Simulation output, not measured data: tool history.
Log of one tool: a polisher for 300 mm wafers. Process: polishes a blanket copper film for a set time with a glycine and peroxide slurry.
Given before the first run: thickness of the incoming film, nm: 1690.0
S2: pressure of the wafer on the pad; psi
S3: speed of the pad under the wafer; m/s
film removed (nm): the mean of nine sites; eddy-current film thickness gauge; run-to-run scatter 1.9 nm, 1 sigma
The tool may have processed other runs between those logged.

run 1 hour=0.0 | flow_of_slurry_(ml/min)=265 S2=3.4 S3=0.96 polishing_time_(s)=41 | film_removed_(nm)=308.71
run 2 hour=5.2 | flow_of_slurry_(ml/min)=265 S2=3.0 S3=0.96 polishing_time_(s)=41 | film_removed_(nm)=275.48
run 3 hour=10.5 | flow_of_slurry_(ml/min)=265 S2=2.8 S3=0.96 polishing_time_(s)=41 | film_removed_(nm)=271.67
run 4 hour=11.2 | flow_of_slurry_(ml/min)=300 S2=2.8 S3=0.96 polishing_time_(s)=41 | film_removed_(nm)=269.33
run 5 hour=18.3 | flow_of_slurry_(ml/min)=300 S2=2.6 S3=0.96 polishing_time_(s)=41 | film_removed_(nm)=253.09
run 6 hour=23.3 | flow_of_slurry_(ml/min)=300 S2=2.5 S3=0.96 polishing_time_(s)=41 | film_removed_(nm)=248.17
run 7 hour=28.2 | flow_of_slurry_(ml/min)=300 S2=2.4 S3=0.96 polishing_time_(s)=41 | film_removed_(nm)=236.60
run 8 hour=29.1 | flow_of_slurry_(ml/min)=300 S2=2.3 S3=0.96 polishing_time_(s)=41 | film_removed_(nm)=232.91
run 9 hour=32.1 | flow_of_slurry_(ml/min)=295 S2=1.5 S3=0.94 polishing_time_(s)=41 | film_removed_(nm)=170.09
run 10 hour=33.7 | flow_of_slurry_(ml/min)=300 S2=1.5 S3=0.94 polishing_time_(s)=41 | film_removed_(nm)=169.62
run 11 hour=42.1 | flow_of_slurry_(ml/min)=300 S2=1.5 S3=0.94 polishing_time_(s)=41 | film_removed_(nm)=174.26
run 12 hour=50.0 | flow_of_slurry_(ml/min)=305 S2=1.5 S3=0.94 polishing_time_(s)=41 | film_removed_(nm)=172.57

Estimate the outcome of run 13 from the log above:
run 13 hour=52.3 | flow_of_slurry_(ml/min)=310 S2=1.5 S3=0.94 polishing_time_(s)=41 | film_removed_(nm)=?

{"run 13": {"film removed (nm)": 173.74}}

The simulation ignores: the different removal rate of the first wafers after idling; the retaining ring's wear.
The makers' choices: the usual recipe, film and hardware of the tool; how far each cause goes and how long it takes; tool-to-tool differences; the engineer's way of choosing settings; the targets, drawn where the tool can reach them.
